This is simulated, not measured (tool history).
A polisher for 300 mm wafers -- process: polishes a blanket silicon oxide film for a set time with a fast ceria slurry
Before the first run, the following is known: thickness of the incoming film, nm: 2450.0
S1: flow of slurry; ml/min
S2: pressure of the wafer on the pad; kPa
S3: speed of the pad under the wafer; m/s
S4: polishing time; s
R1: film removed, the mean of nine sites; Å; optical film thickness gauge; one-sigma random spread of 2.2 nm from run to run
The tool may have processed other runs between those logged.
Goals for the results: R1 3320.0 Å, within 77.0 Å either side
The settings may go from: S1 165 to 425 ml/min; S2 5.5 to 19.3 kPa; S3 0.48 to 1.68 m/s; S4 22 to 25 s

run	hour	S1	S2	S3	S4	R1
1	0.0	275	12.4	1.08	25	2459.7
2	5.9	275	12.4	1.24	25	2759.2
3	9.0	275	12.4	0.98	25	2258.2
4	16.1	280	13.8	0.98	25	2438.2
5	24.3	280	15.2	0.98	25	2612.6
6	28.1	280	15.2	0.98	22	2312.7
# hour 35.5: worn pad replaced by a new one
7	35.5	300	18.6	1.00	22	3004.0
8	37.5	305	18.6	1.02	22	3074.3
9	40.7	310	18.6	1.02	22	3065.4
10	49.4	310	18.6	1.04	22	3152.9
11	57.7	320	18.6	1.04	22	3121.7

Which one of the following 4 next-run settings gets every result inside its allowed miss? There is exactly one.
A	66.0	395	15.2	1.28	22	?
B	66.0	280	17.9	0.94	23	?
C	66.0	285	17.9	1.04	23	?
D	66.0	365	18.6	1.04	23	?

move	R1
A	3220.2
B	2878.0
C	3131.8
D	3294.8
A: better than the last run, though not everything is in spec
B: the biggest miss grows against the last run
C: better than the last run, though not everything is in spec
D: all results in spec
Answer: D
